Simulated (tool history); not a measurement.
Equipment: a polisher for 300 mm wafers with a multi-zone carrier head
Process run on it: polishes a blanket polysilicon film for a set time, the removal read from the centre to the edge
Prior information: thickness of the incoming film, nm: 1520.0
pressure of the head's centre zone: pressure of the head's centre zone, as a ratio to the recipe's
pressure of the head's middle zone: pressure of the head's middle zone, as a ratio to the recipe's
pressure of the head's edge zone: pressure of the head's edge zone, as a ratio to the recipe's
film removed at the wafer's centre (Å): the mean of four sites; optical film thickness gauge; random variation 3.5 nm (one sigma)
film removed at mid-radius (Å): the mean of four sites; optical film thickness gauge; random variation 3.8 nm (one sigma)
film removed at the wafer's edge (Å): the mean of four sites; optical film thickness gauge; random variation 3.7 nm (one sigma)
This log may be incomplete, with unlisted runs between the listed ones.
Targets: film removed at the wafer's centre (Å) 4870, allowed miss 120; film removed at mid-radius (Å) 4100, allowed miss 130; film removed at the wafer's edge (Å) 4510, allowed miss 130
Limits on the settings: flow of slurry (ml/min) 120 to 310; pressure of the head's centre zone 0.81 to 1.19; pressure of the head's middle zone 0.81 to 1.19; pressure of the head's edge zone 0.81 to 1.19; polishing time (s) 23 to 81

| run | hour | flow of slurry (ml/min) | pressure of the head's centre zone | pressure of the head's middle zone | pressure of the head's edge zone | polishing time (s) | film removed at the wafer's centre (Å) | film removed at mid-radius (Å) | film removed at the wafer's edge (Å) |
|---|---|---|---|---|---|---|---|---|---|
| 1 | 0 | 200 | 1 | 1 | 1 | 52 | 6463 | 6347.6 | 6652 |
| 2 | 0.7 | 200 | 1 | 1 | 1 | 60 | 7359 | 7318.3 | 7595.8 |
| 3 | 8.9 | 200 | 1 | 1 | 1 | 54 | 6638.7 | 6611.5 | 6786 |
| 4 | 17 | 195 | 1 | 0.97 | 0.97 | 50 | 6195.9 | 5887.5 | 6085.9 |
| 5 | 23.9 | 195 | 1 | 0.97 | 0.91 | 50 | 6204 | 5906.5 | 6042.4 |
| 6 | 25.2 | 190 | 1 | 0.94 | 0.89 | 48 | 5903.5 | 5542.6 | 5716.4 |
| 7 | 25.7 | 185 | 1 | 0.92 | 0.88 | 46 | 5531.3 | 5203.1 | 5515.4 |
| 8 | 32.5 | 190 | 1.01 | 0.91 | 0.87 | 44 | 5480.3 | 4921.4 | 5261.2 |
| 9 | 40.7 | 185 | 1.01 | 0.9 | 0.86 | 43 | 5207.3 | 4884.1 | 5088.5 |
| 10 | 45.8 | 185 | 1.03 | 0.88 | 0.86 | 42 | 5265.8 | 4595.3 | 4916.1 |
| 11 | 46.9 | 175 | 1.03 | 0.87 | 0.85 | 42 | 5194.1 | 4603 | 4913.7 |
| 12 | 49.9 | 175 | 1.03 | 0.86 | 0.85 | 41 | 5015.7 | 4434.7 | 4748.2 |

Below are 4 possible settings for the next run. Only one of them brings all results inside the allowed miss of their targets. Which is it?
| A | 52.9 | 220 | 1.05 | 0.86 | 0.88 | 37 | ? | ? | ? |
| B | 52.9 | 160 | 0.98 | 1.05 | 0.81 | 40 | ? | ? | ? |
| C | 52.9 | 140 | 1.09 | 1.19 | 0.81 | 39 | ? | ? | ? |
| D | 52.9 | 165 | 1.08 | 0.97 | 0.86 | 39 | ? | ? | ? |

| move | film removed at the wafer's centre (Å) | film removed at mid-radius (Å) | film removed at the wafer's edge (Å) |
|---|---|---|---|
| A | 4862 | 4082.2 | 4503.9 |
| B | 4682.2 | 4891.6 | 4563.6 |
| C | 4932.8 | 5131.4 | 4370.1 |
| D | 5036.7 | 4513.2 | 4564.4 |
A: each result inside its tolerance
B: its largest miss is bigger than the last run's
C: its largest miss is bigger than the last run's
D: its largest miss is bigger than the last run's
A meets every target.
